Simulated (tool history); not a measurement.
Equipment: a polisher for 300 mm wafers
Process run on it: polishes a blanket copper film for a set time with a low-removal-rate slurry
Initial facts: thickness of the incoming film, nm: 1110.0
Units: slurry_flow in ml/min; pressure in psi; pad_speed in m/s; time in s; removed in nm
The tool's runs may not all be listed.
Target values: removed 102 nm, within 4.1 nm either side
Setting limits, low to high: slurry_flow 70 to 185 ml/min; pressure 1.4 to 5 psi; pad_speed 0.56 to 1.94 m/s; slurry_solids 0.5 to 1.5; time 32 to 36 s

run	day	slurry_flow	pressure	pad_speed	slurry_solids	time	removed
1	0	120	3.2	1.24	1	36	140.31
2	0.292	120	2.8	1.24	1	36	123.79
3	0.646	115	2.7	1.24	1	36	118.28
4	0.771	115	3.5	1.24	1	36	152.41
5	0.9	110	3.2	1.24	1	36	135.69
6	0.975	105	3.1	1.24	1	36	128.6
7	1.021	100	3	1.24	1	36	129.39
8	1.154	100	2.8	1.24	1	36	118.97

Next run, 4 choices. One meets every target within its allowed miss, the rest don't. Which?
A	1.288	100	2.7	1.1	1.05	32	?
B	1.288	105	2.4	1.22	1.15	35	?
C	1.288	105	3.1	1.36	1.05	36	?
D	1.288	120	2.4	1.22	1.25	36	?

move	removed
A	92.752
B	103.09
C	147.9
D	110.68
A: moves the result that the last run missed by most past its target, out the other side
B: every result within its allowed miss
C: further off than the last run
D: gains on the last run, yet a result remains outside its allowed miss
Move B is the one to make.

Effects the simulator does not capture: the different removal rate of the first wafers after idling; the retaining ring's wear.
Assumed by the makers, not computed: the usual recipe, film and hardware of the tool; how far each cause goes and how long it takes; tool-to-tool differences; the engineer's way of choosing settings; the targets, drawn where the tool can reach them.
